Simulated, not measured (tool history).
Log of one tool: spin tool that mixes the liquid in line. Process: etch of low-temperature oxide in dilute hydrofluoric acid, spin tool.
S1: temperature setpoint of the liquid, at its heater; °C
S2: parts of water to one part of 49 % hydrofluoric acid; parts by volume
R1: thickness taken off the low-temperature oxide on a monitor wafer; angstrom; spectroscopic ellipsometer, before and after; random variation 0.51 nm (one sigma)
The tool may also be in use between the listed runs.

run 1 hour=0.0 | S1=25.0 S2=45 time_under_the_liquid_(s)=160 | R1=650.71
run 2 hour=1.4 | S1=27.0 S2=40 time_under_the_liquid_(s)=160 | R1=789.70
run 3 hour=8.1 | S1=29.0 S2=40 time_under_the_liquid_(s)=160 | R1=861.80
run 4 hour=11.2 | S1=30.0 S2=35 time_under_the_liquid_(s)=160 | R1=1037.40
run 5 hour=19.2 | S1=31.0 S2=30 time_under_the_liquid_(s)=160 | R1=1266.20
run 6 hour=23.3 | S1=31.0 S2=45 time_under_the_liquid_(s)=160 | R1=818.47

The next listed run, before its measurement:
run 7 hour=29.6 | S1=31.5 S2=40 time_under_the_liquid_(s)=160 | R1=?

Run 7 gave R1 949.89 angstrom.

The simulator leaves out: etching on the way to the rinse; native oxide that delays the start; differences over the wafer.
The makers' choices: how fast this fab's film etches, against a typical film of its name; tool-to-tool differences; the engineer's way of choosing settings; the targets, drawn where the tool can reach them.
